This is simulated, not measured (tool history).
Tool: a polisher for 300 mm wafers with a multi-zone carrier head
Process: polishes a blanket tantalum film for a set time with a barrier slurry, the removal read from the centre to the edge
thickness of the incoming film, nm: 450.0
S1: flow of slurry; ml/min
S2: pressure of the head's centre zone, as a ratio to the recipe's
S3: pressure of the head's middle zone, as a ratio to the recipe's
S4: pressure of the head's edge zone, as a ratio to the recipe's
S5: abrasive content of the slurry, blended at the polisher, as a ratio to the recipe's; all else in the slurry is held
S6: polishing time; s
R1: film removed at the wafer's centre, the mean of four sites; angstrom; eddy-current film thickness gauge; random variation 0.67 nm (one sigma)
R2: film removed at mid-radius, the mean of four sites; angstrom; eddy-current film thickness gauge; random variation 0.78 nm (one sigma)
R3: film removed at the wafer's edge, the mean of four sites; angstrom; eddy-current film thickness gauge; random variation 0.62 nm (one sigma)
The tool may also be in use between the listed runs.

run,hour,S1,S2,S3,S4,S5,S6,R1,R2,R3
1,0,135,1,1,1,1,37,458.85,476.34,453.98
2,3.3,135,1,1.04,1,1,37,465.79,491.42,462.59
3,8.7,135,1,1.11,1,1,37,468.87,523.54,467.96
4,11.7,135,1,1.11,1,1,45,564.19,642.31,547.83
5,18.6,145,1.02,1.09,1.05,1.05,45,604.61,642.94,582.72
6,24.2,155,1.02,1.09,1.08,1.05,45,606.04,645.39,587.76
7,26.7,160,1.03,1.09,1.11,1.1,45,620.33,661.11,617.31
8,31.7,165,1.04,1.09,1.12,1.1,45,645.14,656.08,619.34
9,35.5,170,1.04,1.09,1.14,1.1,45,636.8,677.33,629.83
10,43.5,175,1.05,1.08,1.15,1.1,45,649.25,658.12,634.05

The next listed run, before its measurement:
11,47,180,1.05,1.08,1.16,1.1,45,?,?,?

{"run 11": {"R1": 656.07, "R2": 668.83, "R3": 623.03}}
